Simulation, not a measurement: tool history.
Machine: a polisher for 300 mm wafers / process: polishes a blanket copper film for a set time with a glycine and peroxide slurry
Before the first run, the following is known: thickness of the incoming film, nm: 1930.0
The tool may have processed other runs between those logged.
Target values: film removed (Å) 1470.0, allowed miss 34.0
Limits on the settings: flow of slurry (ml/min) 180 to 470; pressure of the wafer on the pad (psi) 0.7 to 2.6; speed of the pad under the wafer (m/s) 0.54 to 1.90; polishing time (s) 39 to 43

| run | hour | flow of slurry (ml/min) | pressure of the wafer on the pad (psi) | speed of the pad under the wafer (m/s) | polishing time (s) | film removed (Å) |
|---|---|---|---|---|---|---|
| 1 | 0.0 | 300 | 1.6 | 1.22 | 43 | 1786.5 |
| 2 | 1.4 | 300 | 1.6 | 1.22 | 39 | 1613.6 |
| 3 | 2.8 | 300 | 1.6 | 0.92 | 39 | 1352.8 |
| 4 | 5.5 | 300 | 1.6 | 0.92 | 43 | 1499.6 |
| 5 | 13.4 | 300 | 1.6 | 0.92 | 39 | 1355.8 |
| 6 | 19.2 | 300 | 1.6 | 0.76 | 39 | 1237.4 |
| 7 | 25.4 | 305 | 1.7 | 0.76 | 39 | 1284.4 |
| 8 | 31.7 | 305 | 1.8 | 0.76 | 39 | 1333.2 |

Of the 5 settings listed for the next run, only one would bring every result within its allowed miss of target. Which one?
| A | 38.0 | 270 | 1.1 | 0.88 | 42 | ? |
| B | 38.0 | 350 | 1.9 | 0.54 | 39 | ? |
| C | 38.0 | 325 | 1.8 | 0.82 | 43 | ? |
| D | 38.0 | 280 | 1.8 | 0.88 | 43 | ? |
| E | 38.0 | 290 | 1.8 | 0.78 | 43 | ? |

| move | film removed (Å) |
|---|---|
| A | 1117.9 |
| B | 1165.4 |
| C | 1528.7 |
| D | 1573.7 |
| E | 1474.2 |
A: the biggest miss grows against the last run
B: the biggest miss grows against the last run
C: takes the biggest miss from the last run beyond its target
D: takes the biggest miss from the last run beyond its target
E: all results in spec
E meets every target.
